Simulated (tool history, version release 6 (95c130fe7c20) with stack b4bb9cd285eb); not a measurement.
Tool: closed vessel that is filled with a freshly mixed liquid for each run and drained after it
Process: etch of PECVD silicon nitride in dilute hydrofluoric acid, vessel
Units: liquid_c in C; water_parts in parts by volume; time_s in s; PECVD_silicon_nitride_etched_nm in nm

run	hour	liquid_c	water_parts	time_s	PECVD_silicon_nitride_etched_nm
1	0	21	90	660	21.116
2	6	21	90	660	20.833
3	10.2	23	80	660	26.942
4	14	24.5	75	660	31.677
5	19.3	24.5	90	660	26.535
6	27	25.5	85	660	30.02
7	36.3	25.5	85	660	29.811
8	45.7	26.5	80	660	34.056
9	52.6	29	60	660	53.181

Run 10 comes next. What will it give?
10	57.5	28.5	60	660	?

PECVD_silicon_nitride_etched_nm: 51.31 nm
